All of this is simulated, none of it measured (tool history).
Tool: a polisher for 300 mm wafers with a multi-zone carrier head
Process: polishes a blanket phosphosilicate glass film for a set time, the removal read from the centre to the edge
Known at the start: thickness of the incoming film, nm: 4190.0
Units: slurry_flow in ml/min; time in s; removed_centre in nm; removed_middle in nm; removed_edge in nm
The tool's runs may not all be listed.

run  hour  slurry_flow  centre_zone  middle_zone  edge_zone  slurry_solids  time  removed_centre  removed_middle  removed_edge
  1     0          290            1            1          1              1    58          814.08          857.43        816.59
  2   4.1          300         1.04         1.02       1.02              1    58           856.7          848.65        839.88
  3  11.6          300          1.1         1.02       1.02              1    58          903.52          866.56        845.59
  4  19.9          300          1.1         1.02       1.02              1    53           849.5          789.92         771.4
  5  26.1          300         1.06         1.02       1.02              1    53          798.85          788.82        751.27
  6  27.3          300         1.08         1.05       1.03           1.05    53          849.48          825.58         779.6
  7    34          305         1.09         1.08       1.05            1.1    53          850.32          877.25        816.97

For run 8, what comes out?
  8  37.9          345         1.19          1.1       1.04           1.25    54               ?               ?             ?

Run 8 came out at removed_centre 1081 nm, removed_middle 982.07 nm, removed_edge 892.67 nm.
